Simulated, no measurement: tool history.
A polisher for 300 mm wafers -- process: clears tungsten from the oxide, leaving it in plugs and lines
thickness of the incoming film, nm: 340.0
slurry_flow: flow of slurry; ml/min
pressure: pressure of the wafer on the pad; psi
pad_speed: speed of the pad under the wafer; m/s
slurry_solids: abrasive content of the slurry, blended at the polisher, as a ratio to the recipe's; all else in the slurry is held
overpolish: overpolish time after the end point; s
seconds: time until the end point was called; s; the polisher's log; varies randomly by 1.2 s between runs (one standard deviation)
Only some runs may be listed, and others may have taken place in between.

| run | hour | slurry_flow | pressure | pad_speed | slurry_solids | overpolish | seconds |
|---|---|---|---|---|---|---|---|
| 1 | 0.0 | 280 | 3.6 | 1.04 | 1.0 | 11 | 73.069 |
| 2 | 5.2 | 280 | 4.4 | 1.04 | 1.0 | 11 | 62.077 |
| 3 | 13.8 | 280 | 4.0 | 1.04 | 1.0 | 11 | 65.714 |
| 4 | 17.7 | 280 | 4.5 | 1.04 | 1.0 | 11 | 58.412 |
| 5 | 26.7 | 215 | 4.5 | 1.04 | 1.0 | 11 | 61.309 |
| 6 | 31.0 | 215 | 4.5 | 1.04 | 0.9 | 11 | 61.601 |

What does the tool deliver on the next run?
| 7 | 36.4 | 215 | 4.1 | 1.04 | 0.9 | 11 | ? |

{"run 7": {"seconds": 67.145}}
